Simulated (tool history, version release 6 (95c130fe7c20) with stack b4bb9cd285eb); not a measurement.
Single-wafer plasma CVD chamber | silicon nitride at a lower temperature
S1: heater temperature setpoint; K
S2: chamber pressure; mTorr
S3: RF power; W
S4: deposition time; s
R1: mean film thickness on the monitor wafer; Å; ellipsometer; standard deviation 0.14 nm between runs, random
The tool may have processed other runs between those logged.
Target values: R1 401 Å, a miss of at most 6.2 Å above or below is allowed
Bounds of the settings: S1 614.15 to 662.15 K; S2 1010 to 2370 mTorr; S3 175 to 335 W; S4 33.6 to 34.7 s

{"run": 1, "hour": 0.0, "S1": 638.15, "S2": 1690, "S3": 255, "S4": 33.6, "R1": 368.53}
{"run": 2, "hour": 6.6, "S1": 638.15, "S2": 1690, "S3": 225, "S4": 33.6, "R1": 333.74}
{"run": 3, "hour": 8.0, "S1": 638.15, "S2": 1690, "S3": 250, "S4": 33.6, "R1": 364.26}
{"run": 4, "hour": 14.7, "S1": 638.15, "S2": 1750, "S3": 250, "S4": 33.6, "R1": 365.43}
{"run": 5, "hour": 18.5, "S1": 649.15, "S2": 1750, "S3": 250, "S4": 33.6, "R1": 365.06}
{"run": 6, "hour": 26.6, "S1": 649.15, "S2": 1810, "S3": 250, "S4": 33.6, "R1": 368.41}
{"run": 7, "hour": 28.2, "S1": 649.15, "S2": 1860, "S3": 250, "S4": 33.6, "R1": 372.35}
{"run": 8, "hour": 29.1, "S1": 649.15, "S2": 1910, "S3": 250, "S4": 33.6, "R1": 373.62}

Exercise: of the 5 proposed moves below, exactly one satisfies all targets within the stated allowed misses. Which move is it?
{"run": "A", "hour": 30.0, "S1": 646.15, "S2": 1960, "S3": 270, "S4": 33.6, "R1": "?"}
{"run": "B", "hour": 30.0, "S1": 656.15, "S2": 2090, "S3": 235, "S4": 33.6, "R1": "?"}
{"run": "C", "hour": 30.0, "S1": 643.15, "S2": 1890, "S3": 215, "S4": 33.6, "R1": "?"}
{"run": "D", "hour": 30.0, "S1": 648.15, "S2": 1600, "S3": 230, "S4": 33.6, "R1": "?"}
{"run": "E", "hour": 30.0, "S1": 644.15, "S2": 1950, "S3": 250, "S4": 34, "R1": "?"}

move=A R1=401.25
move=B R1=364.26
move=C R1=330.03
move=D R1=332.71
move=E R1=381.63
A: hits every target within its allowed miss
B: its largest miss is bigger than the last run's
C: its largest miss is bigger than the last run's
D: its largest miss is bigger than the last run's
E: an improvement on the last run, though not all results are within tolerance
A meets every target.
